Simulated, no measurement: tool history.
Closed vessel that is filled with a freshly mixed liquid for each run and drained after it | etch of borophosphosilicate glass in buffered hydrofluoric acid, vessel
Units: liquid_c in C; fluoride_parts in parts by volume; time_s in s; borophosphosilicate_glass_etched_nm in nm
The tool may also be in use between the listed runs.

run	hour	liquid_c	fluoride_parts	time_s	borophosphosilicate_glass_etched_nm
1	0	23	19	95	58.957
2	8.2	23	19	105	64.586
3	14	20.5	19	105	56.563
4	18	19	19	105	53.253
5	25.6	19	19	105	52.597
6	33	19	16	105	61.778
7	38.9	22	16	105	73.223

The next listed run, before its measurement:
8	44.5	22	16	105	?

{"run 8": {"borophosphosilicate_glass_etched_nm": 72.928}}
